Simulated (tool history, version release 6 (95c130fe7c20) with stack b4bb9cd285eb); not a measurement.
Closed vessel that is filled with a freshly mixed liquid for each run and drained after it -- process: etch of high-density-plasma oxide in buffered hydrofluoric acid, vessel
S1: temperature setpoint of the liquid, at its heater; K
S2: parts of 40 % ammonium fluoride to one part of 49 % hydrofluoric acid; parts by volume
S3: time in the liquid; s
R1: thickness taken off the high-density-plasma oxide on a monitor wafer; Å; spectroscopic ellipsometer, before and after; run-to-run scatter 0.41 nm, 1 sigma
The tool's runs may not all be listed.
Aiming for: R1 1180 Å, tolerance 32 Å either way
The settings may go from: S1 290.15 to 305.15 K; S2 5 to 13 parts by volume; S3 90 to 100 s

run	hour	S1	S2	S3	R1
1	0	297.15	8	90	1560.7
2	1	294.15	8	90	1315.1
3	9.4	297.65	8	90	1593
4	12.8	299.15	8	90	1749
5	14.5	299.15	8	100	1932.4
6	16	297.15	8	100	1731.8
7	18.2	295.65	8	100	1597.9
8	21.4	294.15	8	100	1458.8
9	28.3	293.15	8	100	1384.4
10	34.5	292.65	8	100	1348.3
11	41.2	292.15	8	100	1307.9

5 next moves are on the table. One of them brings every result within its allowed miss. Which?
A	47.9	293.15	8	100	?
B	47.9	294.15	8	95	?
C	47.9	290.65	6	95	?
D	47.9	291.15	7	100	?
E	47.9	291.15	8	95	?

move	R1
A	1389.2
B	1396.2
C	1511.9
D	1432.6
E	1177.9
A: moves away from the targets compared with the last run
B: moves away from the targets compared with the last run
C: moves away from the targets compared with the last run
D: moves away from the targets compared with the last run
E: in spec on every target
E meets every target.

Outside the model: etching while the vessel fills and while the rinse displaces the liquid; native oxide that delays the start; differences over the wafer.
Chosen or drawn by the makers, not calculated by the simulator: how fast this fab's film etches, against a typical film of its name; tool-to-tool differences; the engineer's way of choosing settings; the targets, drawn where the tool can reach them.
